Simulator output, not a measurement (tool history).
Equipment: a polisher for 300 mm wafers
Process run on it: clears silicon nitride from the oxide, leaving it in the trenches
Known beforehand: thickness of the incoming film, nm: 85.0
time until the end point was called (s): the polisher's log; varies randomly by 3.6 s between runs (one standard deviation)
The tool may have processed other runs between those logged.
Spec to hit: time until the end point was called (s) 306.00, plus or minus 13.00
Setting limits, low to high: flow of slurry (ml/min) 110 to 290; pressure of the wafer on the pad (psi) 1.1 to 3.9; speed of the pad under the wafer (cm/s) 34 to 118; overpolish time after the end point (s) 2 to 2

| run | day | flow of slurry (ml/min) | pressure of the wafer on the pad (psi) | speed of the pad under the wafer (cm/s) | overpolish time after the end point (s) | time until the end point was called (s) |
|---|---|---|---|---|---|---|
| 1 | 0.000 | 185 | 2.5 | 76 | 2 | 140.02 |
| 2 | 0.342 | 185 | 2.5 | 84 | 2 | 126.51 |
| 3 | 0.504 | 185 | 2.5 | 84 | 2 | 125.93 |
| 4 | 0.642 | 185 | 2.3 | 82 | 2 | 140.42 |
| 5 | 0.975 | 165 | 2.3 | 82 | 2 | 144.42 |
| 6 | 1.217 | 165 | 2.3 | 82 | 2 | 143.52 |
| 7 | 1.583 | 165 | 2.2 | 80 | 2 | 152.58 |
| 8 | 1.904 | 165 | 2.1 | 78 | 2 | 166.84 |
| 9 | 1.938 | 165 | 2.0 | 76 | 2 | 176.98 |
| 10 | 2.133 | 165 | 1.9 | 74 | 2 | 189.81 |
| 11 | 2.408 | 165 | 1.8 | 72 | 2 | 201.55 |
| 12 | 2.479 | 165 | 1.7 | 70 | 2 | 224.92 |
| 13 | 2.721 | 165 | 1.6 | 70 | 2 | 240.05 |
| 14 | 2.933 | 165 | 1.5 | 70 | 2 | 255.25 |
| 15 | 2.971 | 160 | 1.1 | 70 | 2 | 344.51 |

Pick the move, out of 4, that brings all results within their allowed miss; only one does.
| A | 3.008 | 150 | 1.2 | 80 | 2 | ? |
| B | 3.008 | 195 | 1.2 | 70 | 2 | ? |
| C | 3.008 | 160 | 1.1 | 72 | 2 | ? |
| D | 3.008 | 165 | 1.3 | 56 | 2 | ? |

| move | time until the end point was called (s) |
|---|---|
| A | 273.42 |
| B | 297.52 |
| C | 324.53 |
| D | 351.51 |
A: the result that was furthest off in the last run now lies on the other side of its target
B: meets every target
C: nearer the targets than the last run, but a result is still out of spec
D: moves away from the targets compared with the last run
The move that meets every target is B.
